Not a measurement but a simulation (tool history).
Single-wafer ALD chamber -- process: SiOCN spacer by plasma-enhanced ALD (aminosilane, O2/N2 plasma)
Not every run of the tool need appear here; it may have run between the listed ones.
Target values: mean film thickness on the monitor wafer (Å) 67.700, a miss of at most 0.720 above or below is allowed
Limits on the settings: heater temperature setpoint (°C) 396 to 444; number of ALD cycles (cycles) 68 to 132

run	hour	heater temperature setpoint (°C)	number of ALD cycles (cycles)	mean film thickness on the monitor wafer (Å)
1	0.0	420	100	55.696
2	7.3	409	100	58.214
3	14.0	407	102	59.701
4	22.8	412	102	58.737
5	27.0	409	104	60.234
6	30.6	409	97	56.108
7	36.3	407	100	58.436
8	41.6	405	102	60.146
9	43.3	404	104	61.548
10	47.9	403	105	62.148
11	55.2	402	106	62.964
12	57.8	401	107	63.646
13	63.2	400	108	64.236
14	67.5	399	109	64.661
15	72.4	399	110	65.477
16	78.9	399	111	66.080
17	85.4	398	112	66.370

Of the 5 settings listed for the next run, only one would bring every result within its allowed miss of target. Which one?
A	91.9	403	111	?
B	91.9	396	110	?
C	91.9	396	117	?
D	91.9	400	109	?
E	91.9	400	114	?

move	mean film thickness on the monitor wafer (Å)
A	65.802
B	65.331
C	69.488
D	64.737
E	67.706
A: the biggest miss grows against the last run
B: the biggest miss grows against the last run
C: takes the biggest miss from the last run beyond its target
D: the biggest miss grows against the last run
E: hits every target within its allowed miss
The right move is E.

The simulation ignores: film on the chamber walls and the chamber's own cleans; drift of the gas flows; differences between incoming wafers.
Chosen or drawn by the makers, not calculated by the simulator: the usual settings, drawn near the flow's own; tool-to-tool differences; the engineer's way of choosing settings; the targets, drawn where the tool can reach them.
